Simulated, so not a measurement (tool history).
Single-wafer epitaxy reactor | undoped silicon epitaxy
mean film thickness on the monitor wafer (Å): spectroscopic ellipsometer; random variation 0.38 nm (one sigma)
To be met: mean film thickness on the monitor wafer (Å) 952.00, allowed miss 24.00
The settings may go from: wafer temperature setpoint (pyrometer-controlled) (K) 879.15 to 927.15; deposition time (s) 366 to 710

| run | hour | wafer temperature setpoint (pyrometer-controlled) (K) | deposition time (s) | mean film thickness on the monitor wafer (Å) |
|---|---|---|---|---|
| 1 | 0.0 | 903.15 | 538 | 573.21 |
| 2 | 4.1 | 906.15 | 539 | 618.56 |
| 3 | 11.3 | 906.15 | 588 | 676.33 |
| 4 | 18.6 | 908.15 | 589 | 710.60 |
| 5 | 27.0 | 904.15 | 589 | 647.76 |
| 6 | 32.6 | 906.15 | 590 | 673.06 |
| 7 | 40.4 | 908.15 | 591 | 711.40 |
| 8 | 43.9 | 908.15 | 591 | 710.31 |
| 9 | 47.9 | 910.15 | 591 | 745.87 |
| 10 | 51.2 | 911.15 | 591 | 766.12 |
| 11 | 54.5 | 912.15 | 591 | 787.26 |

Which of these 4 next moves meets every target?
| A | 57.8 | 920.15 | 600 | ? |
| B | 57.8 | 908.15 | 582 | ? |
| C | 57.8 | 910.15 | 601 | ? |
| D | 57.8 | 913.15 | 638 | ? |

| move | mean film thickness on the monitor wafer (Å) |
|---|---|
| A | 964.79 |
| B | 704.17 |
| C | 762.88 |
| D | 869.89 |
A: meets every target
B: further off than the last run
C: further off than the last run
D: nearer than the last run, and not there yet
Move A is the one to make.
